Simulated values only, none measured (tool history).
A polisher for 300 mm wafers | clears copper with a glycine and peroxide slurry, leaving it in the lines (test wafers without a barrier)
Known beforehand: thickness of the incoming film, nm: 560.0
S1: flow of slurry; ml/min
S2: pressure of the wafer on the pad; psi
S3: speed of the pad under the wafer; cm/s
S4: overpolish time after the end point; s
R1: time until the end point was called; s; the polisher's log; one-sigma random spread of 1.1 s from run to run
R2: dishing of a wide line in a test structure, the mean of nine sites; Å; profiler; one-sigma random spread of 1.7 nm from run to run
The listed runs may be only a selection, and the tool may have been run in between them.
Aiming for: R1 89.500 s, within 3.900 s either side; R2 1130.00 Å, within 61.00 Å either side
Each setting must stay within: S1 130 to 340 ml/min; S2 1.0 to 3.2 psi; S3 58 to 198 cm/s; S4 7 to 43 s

| run | hour | S1 | S2 | S3 | S4 | R1 | R2 |
|---|---|---|---|---|---|---|---|
| 1 | 0.0 | 220 | 2.1 | 128 | 22 | 109.170 | 679.83 |
| 2 | 6.1 | 220 | 2.2 | 128 | 23 | 103.230 | 736.59 |
| 3 | 13.9 | 220 | 2.2 | 128 | 24 | 104.990 | 754.62 |
| 4 | 15.5 | 220 | 2.2 | 144 | 24 | 96.450 | 796.56 |
| 5 | 22.6 | 220 | 2.2 | 144 | 16 | 98.534 | 594.07 |
| 6 | 30.4 | 220 | 2.2 | 126 | 16 | 106.140 | 552.54 |
| 7 | 38.0 | 220 | 2.2 | 126 | 18 | 105.850 | 589.06 |
| 8 | 38.6 | 220 | 2.2 | 128 | 20 | 103.200 | 656.05 |
| 9 | 39.1 | 220 | 2.2 | 128 | 22 | 105.600 | 712.90 |

Next run, 5 choices. One meets every target within its allowed miss, the rest don't. Which?
| A | 39.6 | 250 | 2.2 | 156 | 36 | ? | ? |
| B | 39.6 | 225 | 2.7 | 120 | 28 | ? | ? |
| C | 39.6 | 230 | 1.9 | 92 | 40 | ? | ? |
| D | 39.6 | 310 | 2.2 | 174 | 13 | ? | ? |
| E | 39.6 | 230 | 2.5 | 168 | 28 | ? | ? |

| move | R1 | R2 |
|---|---|---|
| A | 88.725 | 1106.40 |
| B | 91.260 | 952.13 |
| C | 142.140 | 881.85 |
| D | 80.450 | 570.11 |
| E | 76.046 | 1054.90 |
A: every result lands within tolerance
B: closes in on the targets versus the last run, not all within tolerance yet
C: its largest miss is bigger than the last run's
D: its largest miss is bigger than the last run's
E: closes in on the targets versus the last run, not all within tolerance yet
The right move is A.

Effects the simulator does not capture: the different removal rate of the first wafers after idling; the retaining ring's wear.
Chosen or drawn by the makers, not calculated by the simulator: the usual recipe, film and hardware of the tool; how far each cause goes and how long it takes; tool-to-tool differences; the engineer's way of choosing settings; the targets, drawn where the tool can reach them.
